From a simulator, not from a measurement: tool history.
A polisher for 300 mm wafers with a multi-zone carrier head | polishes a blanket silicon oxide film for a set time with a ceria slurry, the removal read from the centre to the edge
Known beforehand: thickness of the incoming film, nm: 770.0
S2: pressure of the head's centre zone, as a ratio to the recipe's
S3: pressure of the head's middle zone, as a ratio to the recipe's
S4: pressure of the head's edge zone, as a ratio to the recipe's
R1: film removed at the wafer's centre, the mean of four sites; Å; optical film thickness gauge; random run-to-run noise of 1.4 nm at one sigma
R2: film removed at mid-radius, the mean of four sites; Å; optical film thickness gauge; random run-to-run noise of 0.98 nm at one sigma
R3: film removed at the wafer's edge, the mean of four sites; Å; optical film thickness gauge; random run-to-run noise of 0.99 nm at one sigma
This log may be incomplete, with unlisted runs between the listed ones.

Run 1, hour 0: flow of slurry (ml/min) 230, S2 1, S3 1, S4 1, polishing time (s) 71. Result: R1 1943.7 Å, R2 1960.6 Å, R3 1922.5 Å.
Run 2, hour 3.6: flow of slurry (ml/min) 230, S2 1, S3 1, S4 1, polishing time (s) 88. Result: R1 2398.2 Å, R2 2419.8 Å, R3 2387.6 Å.
Run 3, hour 12.5: flow of slurry (ml/min) 225, S2 1.01, S3 0.96, S4 0.95, polishing time (s) 81. Result: R1 2236.2 Å, R2 2158.6 Å, R3 2143.8 Å.
Run 4, hour 14.2: flow of slurry (ml/min) 220, S2 1.01, S3 0.93, S4 0.91, polishing time (s) 76. Result: R1 2070.7 Å, R2 1988.1 Å, R3 1965.9 Å.
Run 5, hour 21.9: flow of slurry (ml/min) 210, S2 1.02, S3 0.91, S4 0.88, polishing time (s) 73. Result: R1 1993.2 Å, R2 1875.5 Å, R3 1854.2 Å.
Run 6, hour 27.6: flow of slurry (ml/min) 200, S2 1.03, S3 0.89, S4 0.86, polishing time (s) 71. Result: R1 1961.9 Å, R2 1784.8 Å, R3 1752.4 Å.

Predict the results of run 7:
Run 7, hour 30.6: flow of slurry (ml/min) 185, S2 1.02, S3 0.87, S4 0.85, polishing time (s) 71. Result: R1 ?, R2 ?, R3 ?.

{"run 7": {"R1": 1898.6, "R2": 1740.7, "R3": 1760.5}}
